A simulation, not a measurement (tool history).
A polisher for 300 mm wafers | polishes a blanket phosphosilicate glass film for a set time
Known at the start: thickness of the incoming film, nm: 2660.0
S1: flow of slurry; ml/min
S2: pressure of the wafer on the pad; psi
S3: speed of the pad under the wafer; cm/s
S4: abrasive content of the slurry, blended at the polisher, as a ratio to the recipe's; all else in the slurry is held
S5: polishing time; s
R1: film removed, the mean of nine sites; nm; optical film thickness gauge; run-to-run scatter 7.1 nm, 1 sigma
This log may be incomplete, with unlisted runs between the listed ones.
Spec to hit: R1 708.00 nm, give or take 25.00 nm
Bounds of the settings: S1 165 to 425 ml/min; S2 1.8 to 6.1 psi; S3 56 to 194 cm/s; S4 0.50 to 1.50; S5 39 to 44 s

{"run": 1, "day": 0.0, "S1": 275, "S2": 3.9, "S3": 124, "S4": 1.0, "S5": 44, "R1": 598.64}
{"run": 2, "day": 0.167, "S1": 240, "S2": 3.9, "S3": 124, "S4": 1.0, "S5": 44, "R1": 587.65}
{"run": 3, "day": 0.488, "S1": 240, "S2": 3.9, "S3": 106, "S4": 1.0, "S5": 44, "R1": 543.25}
{"run": 4, "day": 0.654, "S1": 285, "S2": 3.9, "S3": 106, "S4": 1.0, "S5": 44, "R1": 560.68}
{"run": 5, "day": 0.808, "S1": 295, "S2": 4.1, "S3": 106, "S4": 1.0, "S5": 44, "R1": 591.42}
{"run": 6, "day": 1.008, "S1": 295, "S2": 4.1, "S3": 106, "S4": 1.0, "S5": 39, "R1": 512.83}
{"run": 7, "day": 1.267, "S1": 295, "S2": 4.4, "S3": 106, "S4": 1.0, "S5": 39, "R1": 545.55}
{"run": 8, "day": 1.312, "S1": 295, "S2": 4.8, "S3": 108, "S4": 1.0, "S5": 39, "R1": 584.83}
{"run": 9, "day": 1.633, "S1": 295, "S2": 5.1, "S3": 110, "S4": 1.0, "S5": 39, "R1": 643.63}
{"run": 10, "day": 1.771, "S1": 295, "S2": 5.1, "S3": 110, "S4": 1.0, "S5": 39, "R1": 631.24}
{"run": 11, "day": 2.038, "S1": 295, "S2": 5.3, "S3": 110, "S4": 1.0, "S5": 39, "R1": 664.78}

Pick the move, out of 4, that brings all results within their allowed miss; only one does.
{"run": "A", "day": 2.304, "S1": 230, "S2": 5.4, "S3": 98, "S4": 1.1, "S5": 39, "R1": "?"}
{"run": "B", "day": 2.304, "S1": 295, "S2": 5.0, "S3": 102, "S4": 1.0, "S5": 39, "R1": "?"}
{"run": "C", "day": 2.304, "S1": 275, "S2": 4.5, "S3": 104, "S4": 1.2, "S5": 42, "R1": "?"}
{"run": "D", "day": 2.304, "S1": 255, "S2": 5.8, "S3": 102, "S4": 1.05, "S5": 40, "R1": "?"}

move=A R1=643.27
move=B R1=605.45
move=C R1=639.40
move=D R1=716.05
A: the biggest miss grows against the last run
B: the biggest miss grows against the last run
C: the biggest miss grows against the last run
D: meets every target
The right move is D.

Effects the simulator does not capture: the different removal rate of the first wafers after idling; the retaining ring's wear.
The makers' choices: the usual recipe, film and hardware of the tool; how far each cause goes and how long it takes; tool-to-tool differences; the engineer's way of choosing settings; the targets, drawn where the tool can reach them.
